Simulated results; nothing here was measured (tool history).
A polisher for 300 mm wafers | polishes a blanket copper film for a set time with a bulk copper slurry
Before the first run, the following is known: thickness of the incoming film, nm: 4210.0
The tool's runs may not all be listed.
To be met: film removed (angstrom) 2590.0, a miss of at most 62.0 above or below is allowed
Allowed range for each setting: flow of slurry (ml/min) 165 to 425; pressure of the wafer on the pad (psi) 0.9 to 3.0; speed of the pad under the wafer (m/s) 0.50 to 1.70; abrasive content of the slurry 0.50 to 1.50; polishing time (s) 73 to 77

| run | hour | flow of slurry (ml/min) | pressure of the wafer on the pad (psi) | speed of the pad under the wafer (m/s) | abrasive content of the slurry | polishing time (s) | film removed (angstrom) |
|---|---|---|---|---|---|---|---|
| 1 | 0.0 | 275 | 1.9 | 1.10 | 1.00 | 73 | 4455.0 |
| 2 | 1.4 | 270 | 1.6 | 1.10 | 1.00 | 73 | 3724.7 |
| 3 | 7.9 | 270 | 1.3 | 1.10 | 1.00 | 73 | 3073.7 |
| 4 | 15.4 | 265 | 1.2 | 1.10 | 1.00 | 73 | 2819.4 |
| 5 | 21.9 | 265 | 1.2 | 1.10 | 0.95 | 73 | 2840.6 |
| 6 | 26.9 | 265 | 1.2 | 1.10 | 0.95 | 77 | 2976.2 |
| 7 | 34.0 | 255 | 1.1 | 1.10 | 0.95 | 77 | 2731.6 |
| 8 | 42.7 | 245 | 1.1 | 1.10 | 0.95 | 77 | 2702.8 |
| 9 | 45.2 | 240 | 1.1 | 1.10 | 0.95 | 77 | 2693.4 |
| 10 | 47.0 | 235 | 1.1 | 1.10 | 0.95 | 77 | 2686.2 |
| 11 | 49.9 | 230 | 1.1 | 1.10 | 0.95 | 77 | 2702.5 |
| 12 | 52.6 | 220 | 1.1 | 1.10 | 0.95 | 77 | 2689.6 |
| 13 | 54.5 | 210 | 1.1 | 1.10 | 0.95 | 77 | 2653.4 |

Consider the 4 candidate settings below. Which is the only one whose results all fall within their allowed miss of target?
| A | 56.4 | 275 | 1.0 | 1.28 | 0.65 | 77 | ? |
| B | 56.4 | 250 | 1.0 | 1.24 | 0.85 | 77 | ? |
| C | 56.4 | 235 | 1.3 | 1.02 | 0.85 | 73 | ? |
| D | 56.4 | 230 | 1.2 | 1.00 | 0.85 | 77 | ? |

| move | film removed (angstrom) |
|---|---|
| A | 2681.7 |
| B | 2701.0 |
| C | 2700.5 |
| D | 2582.5 |
A: moves away from the targets compared with the last run
B: moves away from the targets compared with the last run
C: moves away from the targets compared with the last run
D: each result inside its tolerance
Correct choice: D, which meets every target
